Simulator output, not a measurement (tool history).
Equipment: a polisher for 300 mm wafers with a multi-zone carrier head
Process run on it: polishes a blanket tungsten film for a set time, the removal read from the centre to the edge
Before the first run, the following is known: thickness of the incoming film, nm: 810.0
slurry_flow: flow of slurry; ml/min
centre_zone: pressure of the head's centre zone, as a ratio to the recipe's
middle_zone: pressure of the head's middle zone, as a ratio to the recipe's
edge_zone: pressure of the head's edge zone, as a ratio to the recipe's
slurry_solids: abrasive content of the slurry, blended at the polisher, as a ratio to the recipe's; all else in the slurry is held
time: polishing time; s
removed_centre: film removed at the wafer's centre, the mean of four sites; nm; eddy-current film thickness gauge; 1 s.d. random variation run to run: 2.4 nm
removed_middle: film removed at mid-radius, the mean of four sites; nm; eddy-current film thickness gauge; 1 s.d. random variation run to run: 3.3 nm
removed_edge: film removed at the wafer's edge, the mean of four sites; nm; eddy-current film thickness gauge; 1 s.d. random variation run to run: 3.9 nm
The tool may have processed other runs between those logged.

run 1 day=0 | slurry_flow=265 centre_zone=1 middle_zone=1 edge_zone=1 slurry_solids=1 time=38 | removed_centre=233.08 removed_middle=236.18 removed_edge=237.8
run 2 day=0.096 | slurry_flow=275 centre_zone=1.06 middle_zone=1.01 edge_zone=1.03 slurry_solids=1.05 time=38 | removed_centre=248.01 removed_middle=239.17 removed_edge=239.68
run 3 day=0.438 | slurry_flow=275 centre_zone=1.1 middle_zone=1.01 edge_zone=1.03 slurry_solids=1.05 time=38 | removed_centre=259.87 removed_middle=242.81 removed_edge=240.26
run 4 day=0.504 | slurry_flow=275 centre_zone=1.1 middle_zone=1.01 edge_zone=1.03 slurry_solids=0.95 time=38 | removed_centre=257.91 removed_middle=239.38 removed_edge=235.26
run 5 day=0.525 | slurry_flow=280 centre_zone=1.13 middle_zone=1 edge_zone=1.05 slurry_solids=1.05 time=39 | removed_centre=273.17 removed_middle=246.46 removed_edge=248.7
run 6 day=0.583 | slurry_flow=290 centre_zone=1.15 middle_zone=0.99 edge_zone=1.06 slurry_solids=1.1 time=39 | removed_centre=284.61 removed_middle=252.15 removed_edge=253.94
run 7 day=0.858 | slurry_flow=300 centre_zone=1.16 middle_zone=0.98 edge_zone=1.08 slurry_solids=1.15 time=39 | removed_centre=290.14 removed_middle=245.85 removed_edge=258.37
run 8 day=1.179 | slurry_flow=305 centre_zone=1.17 middle_zone=0.99 edge_zone=1.09 slurry_solids=1.2 time=39 | removed_centre=301.36 removed_middle=256.39 removed_edge=267.74

Run 9 has not been measured yet. What should we expect?
run 9 day=1.208 | slurry_flow=310 centre_zone=1.17 middle_zone=0.99 edge_zone=1.1 slurry_solids=1.2 time=39 | removed_centre=? removed_middle=? removed_edge=?

{"run 9": {"removed_centre": 299.81, "removed_middle": 251.83, "removed_edge": 265.35}}
